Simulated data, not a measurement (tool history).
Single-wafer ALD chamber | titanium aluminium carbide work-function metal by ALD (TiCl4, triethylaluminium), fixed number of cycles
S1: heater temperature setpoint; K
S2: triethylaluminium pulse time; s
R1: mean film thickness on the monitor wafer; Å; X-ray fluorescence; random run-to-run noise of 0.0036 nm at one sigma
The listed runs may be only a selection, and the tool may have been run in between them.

Run 1, day 0.000: S1 553.15 K, S2 7.86 s. Result: R1 16.648 Å.
Run 2, day 0.112: S1 553.15 K, S2 6.87 s. Result: R1 16.196 Å.
Run 3, day 0.346: S1 549.15 K, S2 6.76 s. Result: R1 15.749 Å.
Run 4, day 0.479: S1 547.15 K, S2 6.71 s. Result: R1 15.533 Å.
Run 5, day 0.571: S1 546.15 K, S2 6.68 s. Result: R1 15.423 Å.
Run 6, day 0.888: S1 546.15 K, S2 7.79 s. Result: R1 16.041 Å.
Run 7, day 0.992: S1 543.15 K, S2 7.72 s. Result: R1 15.769 Å.

Run 8 comes next. What will it give?
Run 8, day 1.358: S1 532.15 K, S2 7.40 s. Result: R1 ?.

{"run 8": {"R1": 14.662}}
